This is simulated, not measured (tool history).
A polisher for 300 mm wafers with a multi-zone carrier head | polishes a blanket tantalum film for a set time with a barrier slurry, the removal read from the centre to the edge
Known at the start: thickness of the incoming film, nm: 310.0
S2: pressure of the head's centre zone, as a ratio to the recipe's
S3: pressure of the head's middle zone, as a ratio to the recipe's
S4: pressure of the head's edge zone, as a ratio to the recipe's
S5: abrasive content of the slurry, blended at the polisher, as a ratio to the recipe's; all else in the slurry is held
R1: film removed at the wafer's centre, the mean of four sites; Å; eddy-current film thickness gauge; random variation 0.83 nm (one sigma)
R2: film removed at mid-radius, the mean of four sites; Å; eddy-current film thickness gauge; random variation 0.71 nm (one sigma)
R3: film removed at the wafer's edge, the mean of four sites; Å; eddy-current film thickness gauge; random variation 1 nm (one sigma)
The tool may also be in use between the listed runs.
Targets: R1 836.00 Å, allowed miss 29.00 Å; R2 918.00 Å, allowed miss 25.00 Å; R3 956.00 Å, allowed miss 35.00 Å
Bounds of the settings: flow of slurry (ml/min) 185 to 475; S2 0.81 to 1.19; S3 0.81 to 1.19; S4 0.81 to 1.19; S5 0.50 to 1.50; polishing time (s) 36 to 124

Run 1, hour 0.0: flow of slurry (ml/min) 305, S2 1.00, S3 1.00, S4 1.00, S5 1.00, polishing time (s) 79. Result: R1 1151.50 Å, R2 1179.30 Å, R3 1238.60 Å.
Run 2, hour 2.7: flow of slurry (ml/min) 300, S2 0.96, S3 0.98, S4 0.96, S5 0.85, polishing time (s) 78. Result: R1 1039.60 Å, R2 1092.60 Å, R3 1153.00 Å.
Run 3, hour 4.1: flow of slurry (ml/min) 300, S2 0.89, S3 0.98, S4 0.96, S5 0.85, polishing time (s) 78. Result: R1 961.21 Å, R2 1092.70 Å, R3 1129.30 Å.
Run 4, hour 9.5: flow of slurry (ml/min) 300, S2 0.89, S3 0.98, S4 0.96, S5 0.85, polishing time (s) 96. Result: R1 1175.30 Å, R2 1365.00 Å, R3 1411.50 Å.
Run 5, hour 15.9: flow of slurry (ml/min) 300, S2 0.89, S3 0.98, S4 0.96, S5 1.00, polishing time (s) 96. Result: R1 1218.20 Å, R2 1419.10 Å, R3 1467.90 Å.
Run 6, hour 23.7: flow of slurry (ml/min) 300, S2 0.89, S3 0.98, S4 1.04, S5 1.00, polishing time (s) 96. Result: R1 1214.90 Å, R2 1402.90 Å, R3 1531.20 Å.
Run 7, hour 30.5: flow of slurry (ml/min) 300, S2 0.88, S3 0.96, S4 0.98, S5 0.85, polishing time (s) 90. Result: R1 1097.40 Å, R2 1240.60 Å, R3 1357.50 Å.
Run 8, hour 38.1: flow of slurry (ml/min) 300, S2 0.88, S3 0.96, S4 0.98, S5 0.85, polishing time (s) 90. Result: R1 1108.40 Å, R2 1250.20 Å, R3 1340.40 Å.
Run 9, hour 45.6: flow of slurry (ml/min) 295, S2 0.87, S3 0.94, S4 0.94, S5 0.75, polishing time (s) 85. Result: R1 984.68 Å, R2 1121.90 Å, R3 1180.30 Å.
Run 10, hour 48.6: flow of slurry (ml/min) 285, S2 0.86, S3 0.91, S4 0.91, S5 0.65, polishing time (s) 84. Result: R1 940.23 Å, R2 1042.90 Å, R3 1105.90 Å.
Run 11, hour 55.0: flow of slurry (ml/min) 275, S2 0.85, S3 0.89, S4 0.88, S5 0.60, polishing time (s) 83. Result: R1 878.82 Å, R2 974.23 Å, R3 1064.50 Å.
Run 12, hour 57.0: flow of slurry (ml/min) 275, S2 0.85, S3 0.89, S4 0.88, S5 0.60, polishing time (s) 83. Result: R1 890.18 Å, R2 953.86 Å, R3 1078.90 Å.
At hour 58.8: slurry nozzle cleaned.
Run 13, hour 58.8: flow of slurry (ml/min) 285, S2 0.85, S3 0.90, S4 0.86, S5 0.55, polishing time (s) 81. Result: R1 925.65 Å, R2 990.54 Å, R3 1070.50 Å.
Run 14, hour 67.2: flow of slurry (ml/min) 270, S2 0.85, S3 0.91, S4 0.85, S5 0.55, polishing time (s) 79. Result: R1 872.47 Å, R2 1002.50 Å, R3 1016.30 Å.

Which of these 4 next moves meets every target?
Run A, hour 75.6: flow of slurry (ml/min) 295, S2 1.02, S3 0.92, S4 0.81, S5 0.75, polishing time (s) 62. Result: R1 ?, R2 ?, R3 ?.
Run B, hour 75.6: flow of slurry (ml/min) 270, S2 0.92, S3 0.91, S4 0.83, S5 0.50, polishing time (s) 71. Result: R1 ?, R2 ?, R3 ?.
Run C, hour 75.6: flow of slurry (ml/min) 260, S2 0.87, S3 0.87, S4 0.89, S5 0.50, polishing time (s) 75. Result: R1 ?, R2 ?, R3 ?.
Run D, hour 75.6: flow of slurry (ml/min) 295, S2 0.85, S3 0.89, S4 0.83, S5 0.70, polishing time (s) 69. Result: R1 ?, R2 ?, R3 ?.

move      R1      R2      R3
   A  911.41  849.98  876.68
   B  831.30  851.05  895.72
   C  827.06  862.23  968.81
   D  833.20  903.90  966.62
A: takes the result that was furthest off past its target
B: takes the result that was furthest off past its target
C: takes the result that was furthest off past its target
D: meets every target
Move D is the one to make.
